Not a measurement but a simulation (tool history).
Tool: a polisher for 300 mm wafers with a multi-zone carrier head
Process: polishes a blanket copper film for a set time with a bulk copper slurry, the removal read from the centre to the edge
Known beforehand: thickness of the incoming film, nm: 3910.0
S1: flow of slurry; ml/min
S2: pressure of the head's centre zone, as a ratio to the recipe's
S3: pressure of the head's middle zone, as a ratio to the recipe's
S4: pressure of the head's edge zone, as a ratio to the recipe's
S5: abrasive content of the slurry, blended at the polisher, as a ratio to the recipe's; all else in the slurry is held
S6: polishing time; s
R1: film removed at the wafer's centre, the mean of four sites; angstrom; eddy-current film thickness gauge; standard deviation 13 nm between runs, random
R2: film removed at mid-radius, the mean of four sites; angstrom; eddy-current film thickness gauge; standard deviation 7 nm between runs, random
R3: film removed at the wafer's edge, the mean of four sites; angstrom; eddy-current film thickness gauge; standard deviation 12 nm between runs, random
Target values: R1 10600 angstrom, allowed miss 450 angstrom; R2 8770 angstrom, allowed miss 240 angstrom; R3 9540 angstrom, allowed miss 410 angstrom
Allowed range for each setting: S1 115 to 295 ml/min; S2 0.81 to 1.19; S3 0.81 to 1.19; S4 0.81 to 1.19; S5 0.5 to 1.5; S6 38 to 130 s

{"run": 1, "hour": 0.0, "S1": 190, "S2": 1, "S3": 1, "S4": 1, "S5": 1, "S6": 84, "R1": 7588.6, "R2": 7325.7, "R3": 7236.6}
{"run": 2, "hour": 6.0, "S1": 190, "S2": 1.04, "S3": 1, "S4": 1, "S5": 1, "S6": 84, "R1": 7798.1, "R2": 7363.3, "R3": 7375.8}
{"run": 3, "hour": 14.0, "S1": 195, "S2": 1.06, "S3": 1, "S4": 1.01, "S5": 1.05, "S6": 84, "R1": 7858.1, "R2": 7453.7, "R3": 7553.8}
{"run": 4, "hour": 14.8, "S1": 200, "S2": 1.07, "S3": 0.99, "S4": 1, "S5": 1.1, "S6": 86, "R1": 8199.2, "R2": 7627.2, "R3": 7806.7}
{"run": 5, "hour": 20.3, "S1": 205, "S2": 1.08, "S3": 0.98, "S4": 0.99, "S5": 1.1, "S6": 87, "R1": 8632.5, "R2": 7686.5, "R3": 7983}
{"run": 6, "hour": 25.3, "S1": 205, "S2": 1.08, "S3": 0.93, "S4": 0.99, "S5": 1.1, "S6": 87, "R1": 8663.5, "R2": 7331, "R3": 7924.4}
{"run": 7, "hour": 32.2, "S1": 210, "S2": 1.09, "S3": 0.93, "S4": 0.99, "S5": 1.15, "S6": 87, "R1": 8707.3, "R2": 7425.5, "R3": 7863.4}
{"run": 8, "hour": 39.6, "S1": 215, "S2": 1.1, "S3": 0.93, "S4": 1, "S5": 1.15, "S6": 88, "R1": 8904.2, "R2": 7548.4, "R3": 8099}
{"run": 9, "hour": 47.9, "S1": 215, "S2": 1.11, "S3": 0.93, "S4": 1, "S5": 1.2, "S6": 89, "R1": 9162.5, "R2": 7814.5, "R3": 8247.7}

Exactly one of the 5 candidate moves below puts every result within its allowed miss. Which one?
{"run": "A", "hour": 56.2, "S1": 210, "S2": 1.01, "S3": 0.98, "S4": 0.99, "S5": 1.05, "S6": 105, "R1": "?", "R2": "?", "R3": "?"}
{"run": "B", "hour": 56.2, "S1": 200, "S2": 1.09, "S3": 0.9, "S4": 0.97, "S5": 1.3, "S6": 103, "R1": "?", "R2": "?", "R3": "?"}
{"run": "C", "hour": 56.2, "S1": 225, "S2": 1.1, "S3": 1.04, "S4": 1.01, "S5": 1.35, "S6": 95, "R1": "?", "R2": "?", "R3": "?"}
{"run": "D", "hour": 56.2, "S1": 180, "S2": 0.81, "S3": 0.94, "S4": 1.17, "S5": 1, "S6": 113, "R1": "?", "R2": "?", "R3": "?"}
{"run": "E", "hour": 56.2, "S1": 175, "S2": 0.89, "S3": 0.83, "S4": 1.16, "S5": 1.05, "S6": 97, "R1": "?", "R2": "?", "R3": "?"}

move=A R1=9595 R2=9214.1 R3=9404.8
move=B R1=10508 R2=8711.9 R3=9487.3
move=C R1=10058 R2=9301.2 R3=9090.6
move=D R1=7959.9 R2=9257.8 R3=10707
move=E R1=7536 R2=7197.6 R3=9215
A: the result that was furthest off in the last run now lies on the other side of its target
B: every result within its allowed miss
C: the result that was furthest off in the last run now lies on the other side of its target
D: the result that was furthest off in the last run now lies on the other side of its target
E: further off than the last run
B is the move that brings every result within its allowed miss.
